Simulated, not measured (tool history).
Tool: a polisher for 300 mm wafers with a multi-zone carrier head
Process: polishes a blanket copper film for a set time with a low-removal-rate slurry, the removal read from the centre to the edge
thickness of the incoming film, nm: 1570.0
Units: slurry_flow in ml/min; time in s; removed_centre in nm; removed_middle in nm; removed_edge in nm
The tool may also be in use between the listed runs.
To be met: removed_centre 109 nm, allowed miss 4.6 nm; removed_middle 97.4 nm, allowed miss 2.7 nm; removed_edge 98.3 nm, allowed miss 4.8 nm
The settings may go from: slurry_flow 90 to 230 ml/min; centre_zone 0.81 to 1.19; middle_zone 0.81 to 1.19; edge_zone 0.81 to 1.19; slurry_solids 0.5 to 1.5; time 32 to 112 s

{"run": 1, "hour": 0.0, "slurry_flow": 150, "centre_zone": 1, "middle_zone": 1, "edge_zone": 1, "slurry_solids": 1, "time": 72, "removed_centre": 211.86, "removed_middle": 203.35, "removed_edge": 206.34}
{"run": 2, "hour": 3.2, "slurry_flow": 145, "centre_zone": 1, "middle_zone": 0.98, "edge_zone": 0.96, "slurry_solids": 0.85, "time": 62, "removed_centre": 176.15, "removed_middle": 163.57, "removed_edge": 165.01}
{"run": 3, "hour": 8.0, "slurry_flow": 145, "centre_zone": 1, "middle_zone": 0.98, "edge_zone": 0.9, "slurry_solids": 0.85, "time": 62, "removed_centre": 175.63, "removed_middle": 164.31, "removed_edge": 161.87}
{"run": 4, "hour": 11.2, "slurry_flow": 140, "centre_zone": 0.99, "middle_zone": 0.96, "edge_zone": 0.88, "slurry_solids": 0.75, "time": 56, "removed_centre": 150.37, "removed_middle": 139.43, "removed_edge": 138.69}
{"run": 5, "hour": 12.9, "slurry_flow": 140, "centre_zone": 0.99, "middle_zone": 0.95, "edge_zone": 0.86, "slurry_solids": 0.7, "time": 52, "removed_centre": 136.96, "removed_middle": 129.01, "removed_edge": 123.75}
{"run": 6, "hour": 19.1, "slurry_flow": 135, "centre_zone": 0.98, "middle_zone": 0.92, "edge_zone": 0.85, "slurry_solids": 0.65, "time": 51, "removed_centre": 131.16, "removed_middle": 119.65, "removed_edge": 120.39}
{"run": 7, "hour": 20.3, "slurry_flow": 135, "centre_zone": 0.98, "middle_zone": 0.91, "edge_zone": 0.84, "slurry_solids": 0.6, "time": 49, "removed_centre": 124.13, "removed_middle": 111.44, "removed_edge": 113.99}
{"run": 8, "hour": 27.3, "slurry_flow": 135, "centre_zone": 0.98, "middle_zone": 0.91, "edge_zone": 0.83, "slurry_solids": 0.55, "time": 48, "removed_centre": 120.32, "removed_middle": 106.58, "removed_edge": 105.61}
{"run": 9, "hour": 36.2, "slurry_flow": 130, "centre_zone": 0.97, "middle_zone": 0.91, "edge_zone": 0.82, "slurry_solids": 0.55, "time": 48, "removed_centre": 116.35, "removed_middle": 106.18, "removed_edge": 109.5}
{"run": 10, "hour": 40.6, "slurry_flow": 130, "centre_zone": 0.97, "middle_zone": 0.91, "edge_zone": 0.82, "slurry_solids": 0.55, "time": 47, "removed_centre": 113.69, "removed_middle": 101.96, "removed_edge": 104.97}
{"run": 11, "hour": 43.8, "slurry_flow": 130, "centre_zone": 0.97, "middle_zone": 0.91, "edge_zone": 0.82, "slurry_solids": 0.55, "time": 46, "removed_centre": 108.98, "removed_middle": 99.584, "removed_edge": 101.66}

5 next moves are on the table. One of them brings every result within its allowed miss. Which?
{"run": "A", "hour": 47.0, "slurry_flow": 135, "centre_zone": 1, "middle_zone": 0.92, "edge_zone": 0.82, "slurry_solids": 0.5, "time": 45, "removed_centre": "?", "removed_middle": "?", "removed_edge": "?"}
{"run": "B", "hour": 47.0, "slurry_flow": 165, "centre_zone": 1.01, "middle_zone": 0.91, "edge_zone": 0.81, "slurry_solids": 0.5, "time": 46, "removed_centre": "?", "removed_middle": "?", "removed_edge": "?"}
{"run": "C", "hour": 47.0, "slurry_flow": 95, "centre_zone": 0.91, "middle_zone": 0.85, "edge_zone": 0.85, "slurry_solids": 0.75, "time": 47, "removed_centre": "?", "removed_middle": "?", "removed_edge": "?"}
{"run": "D", "hour": 47.0, "slurry_flow": 140, "centre_zone": 0.96, "middle_zone": 0.95, "edge_zone": 0.81, "slurry_solids": 0.5, "time": 46, "removed_centre": "?", "removed_middle": "?", "removed_edge": "?"}
{"run": "E", "hour": 47.0, "slurry_flow": 200, "centre_zone": 0.92, "middle_zone": 0.97, "edge_zone": 0.82, "slurry_solids": 0.5, "time": 42, "removed_centre": "?", "removed_middle": "?", "removed_edge": "?"}

move=A removed_centre=109.18 removed_middle=99.395 removed_edge=99.841
move=B removed_centre=118.09 removed_middle=105.02 removed_edge=104.58
move=C removed_centre=101.46 removed_middle=97.244 removed_edge=108.63
move=D removed_centre=108.12 removed_middle=104.97 removed_edge=102.07
move=E removed_centre=101.75 removed_middle=103.94 removed_edge=98.204
A: meets every target
B: further off than the last run
C: brings the result that was furthest off to its target, and leaves another outside
D: further off than the last run
E: further off than the last run
Answer: A
